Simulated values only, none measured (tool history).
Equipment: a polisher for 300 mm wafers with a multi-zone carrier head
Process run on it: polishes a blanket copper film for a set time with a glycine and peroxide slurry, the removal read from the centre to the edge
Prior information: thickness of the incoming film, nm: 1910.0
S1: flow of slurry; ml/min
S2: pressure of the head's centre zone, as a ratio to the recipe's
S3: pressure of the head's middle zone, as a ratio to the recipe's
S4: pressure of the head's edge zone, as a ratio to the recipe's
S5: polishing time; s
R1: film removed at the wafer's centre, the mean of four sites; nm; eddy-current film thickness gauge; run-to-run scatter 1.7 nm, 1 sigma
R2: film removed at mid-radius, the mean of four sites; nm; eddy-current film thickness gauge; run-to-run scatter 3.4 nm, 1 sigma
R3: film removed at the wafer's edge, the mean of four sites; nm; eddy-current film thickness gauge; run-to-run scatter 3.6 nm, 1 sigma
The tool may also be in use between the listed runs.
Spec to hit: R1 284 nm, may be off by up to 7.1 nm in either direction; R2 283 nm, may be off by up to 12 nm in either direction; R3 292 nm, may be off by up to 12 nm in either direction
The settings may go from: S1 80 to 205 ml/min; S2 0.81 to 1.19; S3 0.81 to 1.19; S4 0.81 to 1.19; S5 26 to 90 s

Run 1, hour 0: S1 135 ml/min, S2 1, S3 1, S4 1, S5 58 s. Result: R1 320.42 nm, R2 313.83 nm, R3 314.65 nm.
Run 2, hour 1.5: S1 135 ml/min, S2 1, S3 1.07, S4 1, S5 58 s. Result: R1 319.98 nm, R2 333.88 nm, R3 310.09 nm.
Run 3, hour 9.7: S1 135 ml/min, S2 1, S3 1.03, S4 1, S5 58 s. Result: R1 315.3 nm, R2 324.93 nm, R3 309.68 nm.
Run 4, hour 12.9: S1 135 ml/min, S2 1, S3 1.07, S4 1, S5 58 s. Result: R1 321.06 nm, R2 340.44 nm, R3 313.37 nm.
Run 5, hour 14.9: S1 125 ml/min, S2 0.99, S3 1.04, S4 0.99, S5 58 s. Result: R1 310.04 nm, R2 320.8 nm, R3 307.44 nm.
Run 6, hour 16.9: S1 125 ml/min, S2 0.99, S3 1.04, S4 0.96, S5 58 s. Result: R1 309.42 nm, R2 319.18 nm, R3 295.22 nm.
Run 7, hour 25.4: S1 115 ml/min, S2 0.99, S3 1.02, S4 0.97, S5 58 s. Result: R1 303.71 nm, R2 301.44 nm, R3 290.76 nm.
Run 8, hour 28.6: S1 110 ml/min, S2 0.98, S3 1.02, S4 0.98, S5 58 s. Result: R1 296.94 nm, R2 303.29 nm, R3 295.51 nm.
Run 9, hour 34.2: S1 105 ml/min, S2 0.98, S3 1.01, S4 0.98, S5 58 s. Result: R1 289.21 nm, R2 296.76 nm, R3 292.78 nm.
Run 10, hour 40.9: S1 105 ml/min, S2 0.98, S3 1, S4 0.98, S5 58 s. Result: R1 293.01 nm, R2 298.09 nm, R3 290.33 nm.
Run 11, hour 43.8: S1 85 ml/min, S2 0.97, S3 0.96, S4 1.04, S5 58 s. Result: R1 265.87 nm, R2 264.16 nm, R3 287.18 nm.
Run 12, hour 44.6: S1 90 ml/min, S2 0.97, S3 0.97, S4 1.03, S5 58 s. Result: R1 271.29 nm, R2 275.31 nm, R3 290.89 nm.

Which single option among these 4 for the next run brings every result within its allowed miss of target? Just one does.
Run A, hour 45.4: S1 120 ml/min, S2 0.89, S3 0.97, S4 1.05, S5 53 s. Result: R1 ?, R2 ?, R3 ?.
Run B, hour 45.4: S1 90 ml/min, S2 0.99, S3 0.99, S4 0.99, S5 59 s. Result: R1 ?, R2 ?, R3 ?.
Run C, hour 45.4: S1 85 ml/min, S2 1.01, S3 0.91, S4 1.04, S5 60 s. Result: R1 ?, R2 ?, R3 ?.
Run D, hour 45.4: S1 80 ml/min, S2 0.92, S3 1.02, S4 1.03, S5 61 s. Result: R1 ?, R2 ?, R3 ?.

move      R1      R2      R3
   A  259.19   269.4  281.99
   B  282.62  278.54  286.84
   C  284.42  258.16  294.82
   D  260.83  281.75  293.11
A: misses by more than the last run did
B: meets every target
C: gets the furthest-off result to its target, but another result is out of tolerance
D: misses by more than the last run did
B meets every target.

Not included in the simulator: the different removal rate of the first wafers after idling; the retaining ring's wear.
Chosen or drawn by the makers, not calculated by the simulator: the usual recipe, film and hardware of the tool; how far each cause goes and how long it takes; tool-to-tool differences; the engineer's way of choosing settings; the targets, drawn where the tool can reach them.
